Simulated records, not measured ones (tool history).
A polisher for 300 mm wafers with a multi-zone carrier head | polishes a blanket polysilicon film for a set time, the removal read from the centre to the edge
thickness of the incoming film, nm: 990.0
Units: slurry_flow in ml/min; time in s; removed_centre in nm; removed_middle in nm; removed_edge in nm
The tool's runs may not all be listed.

run  hour  slurry_flow  centre_zone  middle_zone  edge_zone  time  removed_centre  removed_middle  removed_edge
  1     0          160            1            1          1    52           252.2          246.63        247.68
  2   0.8          165         1.02         1.01       1.01    53          262.57           253.4        254.75
  3   9.8          165          1.1         1.01       1.01    53          278.72          254.57        258.27
  4  17.8          170         1.11         1.02       1.01    54          292.19          260.78        253.28
  5  24.3          150         1.11         1.02       1.01    54          283.34          253.96        261.44
  6  32.6          150         1.12         1.03       1.02    55             288          262.85        266.11

Run 7 comes next. What will it give?
  7  36.3          155         1.13         1.03       1.03    56               ?               ?             ?

removed_centre: 302 nm
removed_middle: 274.23 nm
removed_edge: 272.59 nm
